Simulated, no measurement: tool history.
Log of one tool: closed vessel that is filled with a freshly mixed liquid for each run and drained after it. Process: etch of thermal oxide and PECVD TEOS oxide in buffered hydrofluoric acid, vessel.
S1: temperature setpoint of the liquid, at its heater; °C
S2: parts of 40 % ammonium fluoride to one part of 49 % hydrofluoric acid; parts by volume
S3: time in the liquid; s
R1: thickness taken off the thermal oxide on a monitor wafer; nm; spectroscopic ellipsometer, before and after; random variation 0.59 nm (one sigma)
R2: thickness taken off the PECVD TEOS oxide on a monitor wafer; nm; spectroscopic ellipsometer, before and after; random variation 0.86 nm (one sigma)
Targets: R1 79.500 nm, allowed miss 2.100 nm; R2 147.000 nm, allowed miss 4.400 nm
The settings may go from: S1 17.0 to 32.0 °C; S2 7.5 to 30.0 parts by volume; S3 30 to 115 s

{"run": 1, "hour": 0.0, "S1": 25.0, "S2": 21.0, "S3": 60, "R1": 38.513, "R2": 72.187}
{"run": 2, "hour": 4.2, "S1": 25.0, "S2": 15.5, "S3": 60, "R1": 51.141, "R2": 96.483}
{"run": 3, "hour": 11.7, "S1": 25.0, "S2": 15.5, "S3": 75, "R1": 64.725, "R2": 119.75}
{"run": 4, "hour": 17.3, "S1": 25.0, "S2": 15.5, "S3": 50, "R1": 43.568, "R2": 79.983}
{"run": 5, "hour": 18.5, "S1": 25.0, "S2": 15.5, "S3": 65, "R1": 55.6, "R2": 104.0}
{"run": 6, "hour": 19.5, "S1": 26.0, "S2": 15.5, "S3": 65, "R1": 59.676, "R2": 109.26}
{"run": 7, "hour": 26.8, "S1": 26.5, "S2": 15.0, "S3": 65, "R1": 62.313, "R2": 116.56}
{"run": 8, "hour": 30.1, "S1": 30.5, "S2": 14.0, "S3": 65, "R1": 83.243, "R2": 155.06}

Which of these 4 next moves meets every target?
{"run": "A", "hour": 33.4, "S1": 32.0, "S2": 27.0, "S3": 105, "R1": "?", "R2": "?"}
{"run": "B", "hour": 33.4, "S1": 30.5, "S2": 12.0, "S3": 50, "R1": "?", "R2": "?"}
{"run": "C", "hour": 33.4, "S1": 31.5, "S2": 21.0, "S3": 80, "R1": "?", "R2": "?"}
{"run": "D", "hour": 33.4, "S1": 29.0, "S2": 8.0, "S3": 40, "R1": "?", "R2": "?"}

move=A R1=83.705 R2=156.170
move=B R1=74.560 R2=139.110
move=C R1=73.716 R2=137.530
move=D R1=79.907 R2=149.080
A: further off than the last run
B: takes the result that was furthest off past its target
C: takes the result that was furthest off past its target
D: meets every target
Move D is the one to make.
